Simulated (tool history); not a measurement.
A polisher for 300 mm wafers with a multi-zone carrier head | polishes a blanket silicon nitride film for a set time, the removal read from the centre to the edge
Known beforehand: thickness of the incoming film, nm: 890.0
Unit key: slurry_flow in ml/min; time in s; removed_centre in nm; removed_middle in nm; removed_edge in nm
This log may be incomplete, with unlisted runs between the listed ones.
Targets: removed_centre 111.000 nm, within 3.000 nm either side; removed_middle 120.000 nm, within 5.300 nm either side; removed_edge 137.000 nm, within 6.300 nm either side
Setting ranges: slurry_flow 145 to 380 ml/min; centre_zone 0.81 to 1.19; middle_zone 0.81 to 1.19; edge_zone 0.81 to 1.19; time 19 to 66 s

run	hour	slurry_flow	centre_zone	middle_zone	edge_zone	time	removed_centre	removed_middle	removed_edge
1	0.0	245	1.00	1.00	1.00	42	91.410	91.434	92.126
2	4.4	245	1.00	1.00	0.95	42	92.047	91.768	89.061
3	8.6	245	0.99	1.00	0.97	43	92.102	93.543	91.621
4	11.4	245	1.07	1.00	0.97	43	102.260	93.524	93.847
5	17.0	240	1.05	1.00	0.99	44	100.130	95.002	95.841
6	18.5	205	1.05	1.00	0.99	44	97.359	92.680	94.311
7	26.9	210	1.04	1.00	1.01	45	98.321	97.163	97.230
8	30.1	210	1.04	1.00	1.01	45	100.520	95.094	96.476
9	31.1	225	1.02	0.99	1.03	46	101.060	98.643	101.720
10	33.5	235	1.01	0.99	1.05	47	103.520	102.190	106.010
11	35.6	240	1.00	0.98	1.07	48	104.560	101.390	109.210
12	42.1	245	0.99	0.98	1.08	49	106.800	102.830	113.040

Which one of the following 4 next-run settings gets every result inside its allowed miss? There is exactly one.
A	48.6	275	0.91	0.94	1.15	58	?	?	?
B	48.6	305	0.88	0.87	1.19	61	?	?	?
C	48.6	200	0.98	1.19	0.88	49	?	?	?
D	48.6	265	0.89	0.96	1.18	57	?	?	?

move	removed_centre	removed_middle	removed_edge
A	117.420	122.580	136.900
B	120.820	122.270	147.950
C	101.950	121.090	98.068
D	112.320	122.080	135.850
A: brings the result that was furthest off to its target, and leaves another outside
B: moves the result that the last run missed by most past its target, out the other side
C: moves away from the targets compared with the last run
D: every result lands within tolerance
The move that meets every target is D.
